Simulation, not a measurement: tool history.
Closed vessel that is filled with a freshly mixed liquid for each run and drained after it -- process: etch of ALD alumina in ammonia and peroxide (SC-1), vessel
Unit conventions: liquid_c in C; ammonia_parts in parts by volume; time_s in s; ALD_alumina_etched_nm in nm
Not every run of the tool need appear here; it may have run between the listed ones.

run  hour  liquid_c  ammonia_parts  time_s  ALD_alumina_etched_nm
  1   0.0      55.0           0.65     185                 9.9957
  2   1.1      48.5           0.65     185                 7.0321
  3   5.6      44.5           0.65     185                 5.6483
  4   8.8      50.0           0.65     185                 7.6754
     13.9  -- ammonia flow meter replaced
  5  13.9      50.0           0.80     185                 7.8307
  6  19.7      50.0           0.80     150                 6.3662
  7  27.5      58.0           0.85     150                 9.9020
  8  32.2      59.0           0.85     150                10.4270

Run 9 comes next. What will it give?
  9  35.6      59.5           0.85     150                      ?

ALD_alumina_etched_nm: 10.6990 nm
